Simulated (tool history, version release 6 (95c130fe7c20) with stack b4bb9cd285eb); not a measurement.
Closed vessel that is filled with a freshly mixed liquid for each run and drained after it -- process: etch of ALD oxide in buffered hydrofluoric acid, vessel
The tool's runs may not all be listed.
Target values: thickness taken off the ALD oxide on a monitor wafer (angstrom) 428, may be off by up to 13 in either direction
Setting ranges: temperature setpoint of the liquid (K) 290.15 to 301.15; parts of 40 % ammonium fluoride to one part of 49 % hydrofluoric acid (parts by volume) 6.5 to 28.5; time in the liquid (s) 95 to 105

| run | hour | temperature setpoint of the liquid (K) | parts of 40 % ammonium fluoride to one part of 49 % hydrofluoric acid (parts by volume) | time in the liquid (s) | thickness taken off the ALD oxide on a monitor wafer (angstrom) |
|---|---|---|---|---|---|
| 1 | 0 | 293.15 | 17.5 | 95 | 666.76 |
| 2 | 2.4 | 292.15 | 19 | 95 | 577.88 |
| 3 | 11.1 | 292.15 | 19 | 105 | 643.8 |
| 4 | 17.6 | 292.15 | 21.5 | 105 | 582.86 |
| 5 | 24.1 | 292.15 | 23.5 | 105 | 544.36 |
| 6 | 31.3 | 291.65 | 24.5 | 105 | 516.3 |
| 7 | 36.7 | 291.15 | 25.5 | 105 | 486.84 |
| 8 | 43.8 | 290.65 | 26 | 105 | 468.34 |
| 9 | 50.2 | 290.65 | 26.5 | 105 | 463.52 |
| 10 | 54.9 | 290.65 | 27 | 105 | 452.87 |
| 11 | 56.8 | 290.65 | 27.5 | 105 | 449.52 |

Pick the move, out of 4, that brings all results within their allowed miss; only one does.
| A | 58.7 | 290.15 | 26.5 | 100 | ? |
| B | 58.7 | 290.15 | 27.5 | 95 | ? |
| C | 58.7 | 291.15 | 28.5 | 95 | ? |
| D | 58.7 | 291.65 | 27 | 105 | ? |

| move | thickness taken off the ALD oxide on a monitor wafer (angstrom) |
|---|---|
| A | 425.37 |
| B | 393.86 |
| C | 406.86 |
| D | 480.33 |
A: all results land within tolerance of their targets
B: the result that was furthest off in the last run now lies on the other side of its target
C: the result that was furthest off in the last run now lies on the other side of its target
D: further off than the last run
Move A is the one to make.
